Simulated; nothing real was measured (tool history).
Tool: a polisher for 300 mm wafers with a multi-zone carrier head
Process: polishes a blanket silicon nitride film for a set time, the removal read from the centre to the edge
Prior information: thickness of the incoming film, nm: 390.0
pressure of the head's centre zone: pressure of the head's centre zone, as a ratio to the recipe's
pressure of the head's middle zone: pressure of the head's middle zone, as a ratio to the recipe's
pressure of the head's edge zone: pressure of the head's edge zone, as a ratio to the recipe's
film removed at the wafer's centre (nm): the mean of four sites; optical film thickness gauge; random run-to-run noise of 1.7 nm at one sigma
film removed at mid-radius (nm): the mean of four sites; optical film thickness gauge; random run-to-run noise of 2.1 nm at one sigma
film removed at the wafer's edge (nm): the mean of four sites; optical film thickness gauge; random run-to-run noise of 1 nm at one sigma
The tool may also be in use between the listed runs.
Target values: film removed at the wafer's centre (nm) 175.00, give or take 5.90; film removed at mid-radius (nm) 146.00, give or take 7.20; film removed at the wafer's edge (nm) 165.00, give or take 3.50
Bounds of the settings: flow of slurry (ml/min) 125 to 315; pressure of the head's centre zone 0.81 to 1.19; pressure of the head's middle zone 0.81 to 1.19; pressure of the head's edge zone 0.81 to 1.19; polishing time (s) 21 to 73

| run | hour | flow of slurry (ml/min) | pressure of the head's centre zone | pressure of the head's middle zone | pressure of the head's edge zone | polishing time (s) | film removed at the wafer's centre (nm) | film removed at mid-radius (nm) | film removed at the wafer's edge (nm) |
|---|---|---|---|---|---|---|---|---|---|
| 1 | 0.0 | 205 | 1.00 | 1.00 | 1.00 | 47 | 131.66 | 138.89 | 132.08 |
| 2 | 0.9 | 205 | 1.00 | 0.96 | 1.00 | 47 | 133.71 | 130.83 | 133.09 |
| 3 | 5.4 | 205 | 1.00 | 0.96 | 1.00 | 56 | 161.83 | 154.54 | 158.39 |
| 4 | 8.1 | 205 | 1.00 | 0.91 | 1.00 | 56 | 159.55 | 148.99 | 158.62 |
| 5 | 10.7 | 175 | 1.00 | 0.91 | 1.00 | 56 | 155.86 | 149.59 | 157.09 |
| 6 | 11.3 | 185 | 1.01 | 0.91 | 1.01 | 56 | 158.96 | 151.28 | 158.42 |
| 7 | 20.2 | 195 | 1.02 | 0.90 | 1.01 | 56 | 164.52 | 150.42 | 156.88 |
| 8 | 27.4 | 200 | 1.02 | 0.89 | 1.02 | 56 | 163.16 | 152.44 | 159.36 |

5 next moves are on the table. One of them brings every result within its allowed miss. Which?
| A | 34.6 | 205 | 1.04 | 0.95 | 1.11 | 51 | ? | ? | ? |
| B | 34.6 | 200 | 1.07 | 0.81 | 0.91 | 58 | ? | ? | ? |
| C | 34.6 | 205 | 1.02 | 0.81 | 0.94 | 60 | ? | ? | ? |
| D | 34.6 | 175 | 1.04 | 0.85 | 0.96 | 64 | ? | ? | ? |
| E | 34.6 | 205 | 1.09 | 1.00 | 1.09 | 56 | ? | ? | ? |

| move | film removed at the wafer's centre (nm) | film removed at mid-radius (nm) | film removed at the wafer's edge (nm) |
|---|---|---|---|
| A | 150.70 | 143.48 | 152.56 |
| B | 175.62 | 143.98 | 157.52 |
| C | 173.69 | 149.42 | 165.79 |
| D | 184.89 | 162.07 | 175.95 |
| E | 173.54 | 163.99 | 165.88 |
A: the biggest miss grows against the last run
B: the worst result of the last run now meets its target, but another is out of spec
C: all results in spec
D: pushes the last run's worst result past its target
E: the worst result of the last run now meets its target, but another is out of spec
C meets every target.

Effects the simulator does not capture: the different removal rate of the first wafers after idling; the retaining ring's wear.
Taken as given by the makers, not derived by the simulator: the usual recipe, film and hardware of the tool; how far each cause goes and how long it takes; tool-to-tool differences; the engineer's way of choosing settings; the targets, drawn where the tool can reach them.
